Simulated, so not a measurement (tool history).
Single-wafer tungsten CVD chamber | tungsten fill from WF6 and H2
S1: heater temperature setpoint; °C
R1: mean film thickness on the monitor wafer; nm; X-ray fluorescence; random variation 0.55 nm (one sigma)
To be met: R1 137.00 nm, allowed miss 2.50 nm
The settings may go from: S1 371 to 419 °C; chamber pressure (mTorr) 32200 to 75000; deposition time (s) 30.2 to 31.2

{"run": 1, "hour": 0.0, "S1": 395, "chamber pressure (mTorr)": 53600, "deposition time (s)": 30.2, "R1": 107.09}
{"run": 2, "hour": 2.2, "S1": 395, "chamber pressure (mTorr)": 53600, "deposition time (s)": 30.2, "R1": 107.31}
{"run": 3, "hour": 9.8, "S1": 395, "chamber pressure (mTorr)": 58800, "deposition time (s)": 30.2, "R1": 109.11}
{"run": 4, "hour": 18.6, "S1": 398, "chamber pressure (mTorr)": 59000, "deposition time (s)": 30.2, "R1": 115.42}
{"run": 5, "hour": 25.1, "S1": 401, "chamber pressure (mTorr)": 59200, "deposition time (s)": 30.2, "R1": 121.07}
{"run": 6, "hour": 32.3, "S1": 401, "chamber pressure (mTorr)": 59200, "deposition time (s)": 31.2, "R1": 126.04}
{"run": 7, "hour": 36.4, "S1": 402, "chamber pressure (mTorr)": 59300, "deposition time (s)": 31.2, "R1": 128.26}
{"run": 8, "hour": 42.8, "S1": 403, "chamber pressure (mTorr)": 59400, "deposition time (s)": 31.2, "R1": 130.4}
{"run": 9, "hour": 46.2, "S1": 404, "chamber pressure (mTorr)": 59500, "deposition time (s)": 31.2, "R1": 133.82}

5 next moves are on the table. One of them brings every result within its allowed miss. Which?
{"run": "A", "hour": 49.6, "S1": 406, "chamber pressure (mTorr)": 65900, "deposition time (s)": 31.2, "R1": "?"}
{"run": "B", "hour": 49.6, "S1": 406, "chamber pressure (mTorr)": 57100, "deposition time (s)": 31.2, "R1": "?"}
{"run": "C", "hour": 49.6, "S1": 404, "chamber pressure (mTorr)": 61500, "deposition time (s)": 30.2, "R1": "?"}
{"run": "D", "hour": 49.6, "S1": 404, "chamber pressure (mTorr)": 61700, "deposition time (s)": 30.2, "R1": "?"}
{"run": "E", "hour": 49.6, "S1": 413, "chamber pressure (mTorr)": 43200, "deposition time (s)": 31.2, "R1": "?"}

move=A R1=142.66
move=B R1=136.89
move=C R1=130.78
move=D R1=130.90
move=E R1=142.52
A: takes the result that was furthest off past its target
B: meets every target
C: further off than the last run
D: further off than the last run
E: takes the result that was furthest off past its target
Answer: B

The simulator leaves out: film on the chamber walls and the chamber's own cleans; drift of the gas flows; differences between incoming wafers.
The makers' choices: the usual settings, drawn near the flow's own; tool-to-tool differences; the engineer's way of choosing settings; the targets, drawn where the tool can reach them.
